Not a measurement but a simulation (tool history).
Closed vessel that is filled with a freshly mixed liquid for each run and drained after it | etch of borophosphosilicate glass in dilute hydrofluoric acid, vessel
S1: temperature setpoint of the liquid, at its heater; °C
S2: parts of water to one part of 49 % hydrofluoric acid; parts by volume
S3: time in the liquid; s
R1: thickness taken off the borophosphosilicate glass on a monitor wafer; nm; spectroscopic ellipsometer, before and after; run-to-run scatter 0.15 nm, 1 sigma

run	day	S1	S2	S3	R1
1	0	23	50	30	31.342
2	0.358	23	50	30	31.15
3	0.392	20	50	30	27.561
4	0.588	22.5	50	30	30.424
5	0.733	24	50	30	32.216
6	0.833	24	40	30	41.022

What will run 7 give?
7	0.908	23.5	40	30	?

{"run 7": {"R1": 40.418}}
